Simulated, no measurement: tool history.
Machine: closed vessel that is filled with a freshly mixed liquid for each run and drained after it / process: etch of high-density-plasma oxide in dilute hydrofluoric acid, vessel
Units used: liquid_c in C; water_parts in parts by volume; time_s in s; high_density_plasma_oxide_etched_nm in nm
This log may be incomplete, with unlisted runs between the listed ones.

| run | day | liquid_c | water_parts | time_s | high_density_plasma_oxide_etched_nm |
|---|---|---|---|---|---|
| 1 | 0 | 24 | 75 | 205 | 14.708 |
| 2 | 0.362 | 24 | 100 | 205 | 10.66 |
| 3 | 0.538 | 25.5 | 95 | 205 | 11.842 |
| 4 | 0.629 | 25.5 | 95 | 205 | 11.913 |
|  | 0.871 | thermometer replaced |
| 5 | 0.871 | 25.5 | 95 | 155 | 8.2503 |
| 6 | 1.121 | 25.5 | 75 | 155 | 10.757 |

The next listed run, before its measurement:
| 7 | 1.471 | 24.5 | 65 | 160 | ? |

high_density_plasma_oxide_etched_nm: 12.396 nm

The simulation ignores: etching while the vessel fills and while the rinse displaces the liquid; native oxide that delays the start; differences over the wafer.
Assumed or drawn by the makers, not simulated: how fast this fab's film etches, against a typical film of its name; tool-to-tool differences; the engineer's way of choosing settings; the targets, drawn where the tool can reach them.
